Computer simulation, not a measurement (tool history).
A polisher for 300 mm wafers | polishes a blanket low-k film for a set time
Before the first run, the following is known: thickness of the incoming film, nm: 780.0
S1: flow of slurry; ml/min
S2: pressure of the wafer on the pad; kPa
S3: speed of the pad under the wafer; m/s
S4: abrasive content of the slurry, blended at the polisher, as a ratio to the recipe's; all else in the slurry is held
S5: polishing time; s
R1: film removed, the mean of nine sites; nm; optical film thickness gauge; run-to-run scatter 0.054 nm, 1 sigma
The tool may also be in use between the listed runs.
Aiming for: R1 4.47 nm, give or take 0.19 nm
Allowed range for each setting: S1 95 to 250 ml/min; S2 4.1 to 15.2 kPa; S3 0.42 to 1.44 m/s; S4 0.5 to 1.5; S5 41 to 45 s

run 1 hour=0 | S1=160 S2=9.7 S3=0.92 S4=1 S5=45 | R1=11.209
run 2 hour=5.3 | S1=160 S2=11 S3=0.92 S4=1 S5=45 | R1=12.856
run 3 hour=9.3 | S1=125 S2=11 S3=0.92 S4=1 S5=45 | R1=12.286
run 4 hour=17.1 | S1=125 S2=9.7 S3=0.92 S4=1 S5=45 | R1=10.844
run 5 hour=22.4 | S1=125 S2=9.7 S3=0.92 S4=1.1 S5=45 | R1=11.021
run 6 hour=24.7 | S1=95 S2=9.7 S3=0.92 S4=1.1 S5=45 | R1=10.379
run 7 hour=30.7 | S1=95 S2=7.6 S3=0.8 S4=1.1 S5=45 | R1=7.5611
run 8 hour=37.3 | S1=95 S2=6.2 S3=0.74 S4=1.1 S5=45 | R1=5.9742
run 9 hour=38.1 | S1=95 S2=5.5 S3=0.72 S4=1.1 S5=45 | R1=5.3791
run 10 hour=45.7 | S1=95 S2=4.8 S3=0.72 S4=1.1 S5=45 | R1=4.7968
run 11 hour=47.5 | S1=95 S2=4.1 S3=0.72 S4=1.1 S5=45 | R1=4.2252
run 12 hour=56 | S1=95 S2=4.8 S3=0.72 S4=1.1 S5=45 | R1=4.8794
run 13 hour=57.3 | S1=95 S2=4.1 S3=0.72 S4=1.1 S5=45 | R1=4.1753
run 14 hour=64 | S1=95 S2=4.1 S3=0.72 S4=1.1 S5=45 | R1=4.1035
run 15 hour=69.4 | S1=95 S2=4.8 S3=0.72 S4=1.1 S5=45 | R1=4.8016
run 16 hour=76.1 | S1=95 S2=4.1 S3=0.72 S4=1.1 S5=45 | R1=4.2389

Consider the 5 candidate settings below. Which is the only one whose results all fall within their allowed miss of target?
run A hour=82.8 | S1=105 S2=4.8 S3=0.68 S4=0.75 S5=44 | R1=?
run B hour=82.8 | S1=125 S2=6.2 S3=0.48 S4=1.2 S5=43 | R1=?
run C hour=82.8 | S1=95 S2=4.8 S3=0.72 S4=1.2 S5=45 | R1=?
run D hour=82.8 | S1=95 S2=4.1 S3=0.72 S4=1.2 S5=42 | R1=?
run E hour=82.8 | S1=95 S2=4.1 S3=0.72 S4=1.05 S5=43 | R1=?

move=A R1=4.0823
move=B R1=4.3642
move=C R1=4.8526
move=D R1=4.0108
move=E R1=3.9587
A: further off than the last run
B: all results in spec
C: moves the result that the last run missed by most past its target, out the other side
D: further off than the last run
E: further off than the last run
Correct choice: B, which meets every target

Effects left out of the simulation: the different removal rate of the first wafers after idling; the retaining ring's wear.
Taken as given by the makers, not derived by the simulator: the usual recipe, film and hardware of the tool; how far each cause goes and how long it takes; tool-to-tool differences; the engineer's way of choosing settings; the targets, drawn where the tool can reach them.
